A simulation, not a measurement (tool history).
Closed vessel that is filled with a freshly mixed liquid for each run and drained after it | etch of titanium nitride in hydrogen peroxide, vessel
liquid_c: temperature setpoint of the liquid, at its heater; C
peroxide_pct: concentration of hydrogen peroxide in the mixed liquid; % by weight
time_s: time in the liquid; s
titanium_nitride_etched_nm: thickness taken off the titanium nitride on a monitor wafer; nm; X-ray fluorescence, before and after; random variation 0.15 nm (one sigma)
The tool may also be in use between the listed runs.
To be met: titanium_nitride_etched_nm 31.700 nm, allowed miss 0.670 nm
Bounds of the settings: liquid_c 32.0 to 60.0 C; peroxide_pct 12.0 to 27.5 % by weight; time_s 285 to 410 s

run,day,liquid_c,peroxide_pct,time_s,titanium_nitride_etched_nm
1,0.000,44.0,18.5,410,15.076
2,0.325,44.0,15.0,410,14.485
3,0.688,44.0,17.0,410,14.830
4,1.004,47.0,17.0,410,18.723
5,1.333,49.0,17.0,410,21.568
6,1.467,49.0,18.5,410,21.918
7,1.792,50.5,18.5,410,24.280
8,2.000,51.5,18.5,410,26.448
9,2.358,52.5,18.5,410,28.263

5 next moves are on the table. One of them brings every result within its allowed miss. Which?
A,2.717,58.0,21.0,285,?
B,2.717,53.5,22.5,410,?
C,2.717,55.0,17.0,410,?
D,2.717,54.5,24.5,285,?
E,2.717,56.0,15.0,405,?

move,titanium_nitride_etched_nm
A,29.949
B,31.953
C,33.443
D,24.277
E,34.500
A: nearer than the last run, and not there yet
B: meets every target
C: takes the result that was furthest off past its target
D: further off than the last run
E: takes the result that was furthest off past its target
Answer: B
